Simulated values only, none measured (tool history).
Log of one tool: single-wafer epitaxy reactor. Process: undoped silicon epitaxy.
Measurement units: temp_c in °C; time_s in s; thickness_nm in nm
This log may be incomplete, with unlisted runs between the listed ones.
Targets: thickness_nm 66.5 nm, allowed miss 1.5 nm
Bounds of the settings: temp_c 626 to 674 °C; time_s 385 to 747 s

| run | day | temp_c | time_s | thickness_nm |
|---|---|---|---|---|
| 1 | 0 | 650 | 566 | 93.367 |
| 2 | 0.238 | 650 | 518 | 85.923 |
| 3 | 0.608 | 655 | 518 | 94.38 |
| 4 | 0.654 | 653 | 517 | 90.098 |
| 5 | 0.721 | 648 | 517 | 82.65 |
| 6 | 0.846 | 647 | 517 | 80.626 |
| 7 | 1.033 | 646 | 517 | 78.677 |
| 8 | 1.296 | 645 | 517 | 77.708 |
| 9 | 1.608 | 644 | 517 | 76.082 |
| 10 | 1.979 | 643 | 517 | 74.564 |

Of the 5 settings listed for the next run, only one would bring every result within its allowed miss of target. Which one?
| A | 2.35 | 634 | 515 | ? |
| B | 2.35 | 644 | 436 | ? |
| C | 2.35 | 643 | 463 | ? |
| D | 2.35 | 635 | 517 | ? |
| E | 2.35 | 642 | 447 | ? |

| move | thickness_nm |
|---|---|
| A | 62.146 |
| B | 64.056 |
| C | 66.709 |
| D | 63.639 |
| E | 63.157 |
A: the result that was furthest off in the last run now lies on the other side of its target
B: the result that was furthest off in the last run now lies on the other side of its target
C: hits every target within its allowed miss
D: the result that was furthest off in the last run now lies on the other side of its target
E: the result that was furthest off in the last run now lies on the other side of its target
So the answer is move C, the one that meets all the targets.

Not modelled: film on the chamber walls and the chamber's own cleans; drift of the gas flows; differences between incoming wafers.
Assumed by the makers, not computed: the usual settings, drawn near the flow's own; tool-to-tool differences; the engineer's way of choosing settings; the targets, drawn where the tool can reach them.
